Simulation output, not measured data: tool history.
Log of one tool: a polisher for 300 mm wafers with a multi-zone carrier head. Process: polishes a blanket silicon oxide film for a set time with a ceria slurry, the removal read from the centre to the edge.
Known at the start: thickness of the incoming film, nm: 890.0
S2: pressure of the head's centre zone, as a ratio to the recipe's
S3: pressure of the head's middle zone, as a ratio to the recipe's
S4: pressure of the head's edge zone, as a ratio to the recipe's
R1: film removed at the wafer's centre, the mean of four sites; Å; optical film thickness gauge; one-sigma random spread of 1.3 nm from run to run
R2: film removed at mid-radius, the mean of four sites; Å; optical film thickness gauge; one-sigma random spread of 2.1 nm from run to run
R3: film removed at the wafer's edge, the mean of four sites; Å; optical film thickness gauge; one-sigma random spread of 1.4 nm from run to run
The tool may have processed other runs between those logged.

{"run": 1, "day": 0.0, "flow of slurry (ml/min)": 195, "S2": 1, "S3": 1, "S4": 1, "polishing time (s)": 67, "R1": 2314.6, "R2": 2390.1, "R3": 2474.5}
{"run": 2, "day": 0.35, "flow of slurry (ml/min)": 190, "S2": 0.98, "S3": 1, "S4": 0.95, "polishing time (s)": 59, "R1": 1992, "R2": 2095.9, "R3": 2109.3}
{"run": 3, "day": 0.679, "flow of slurry (ml/min)": 185, "S2": 0.96, "S3": 0.99, "S4": 0.91, "polishing time (s)": 55, "R1": 1813, "R2": 1982.5, "R3": 1952.2}
{"run": 4, "day": 0.8, "flow of slurry (ml/min)": 185, "S2": 0.93, "S3": 0.99, "S4": 0.91, "polishing time (s)": 55, "R1": 1803.4, "R2": 1949.9, "R3": 1941.4}
{"run": 5, "day": 1.083, "flow of slurry (ml/min)": 185, "S2": 0.85, "S3": 0.99, "S4": 0.91, "polishing time (s)": 55, "R1": 1622.6, "R2": 1951.9, "R3": 1935.4}
{"run": 6, "day": 1.258, "flow of slurry (ml/min)": 180, "S2": 0.87, "S3": 0.98, "S4": 0.88, "polishing time (s)": 52, "R1": 1568.1, "R2": 1798, "R3": 1796.3}

What does the tool deliver on the next run?
{"day": 1.583, "done": "slurry nozzle cleaned"}
{"run": 7, "day": 1.583, "flow of slurry (ml/min)": 175, "S2": 0.88, "S3": 0.98, "S4": 0.86, "polishing time (s)": 50, "R1": "?", "R2": "?", "R3": "?"}

R1: 1559.9 Å
R2: 1813.9 Å
R3: 1740.5 Å

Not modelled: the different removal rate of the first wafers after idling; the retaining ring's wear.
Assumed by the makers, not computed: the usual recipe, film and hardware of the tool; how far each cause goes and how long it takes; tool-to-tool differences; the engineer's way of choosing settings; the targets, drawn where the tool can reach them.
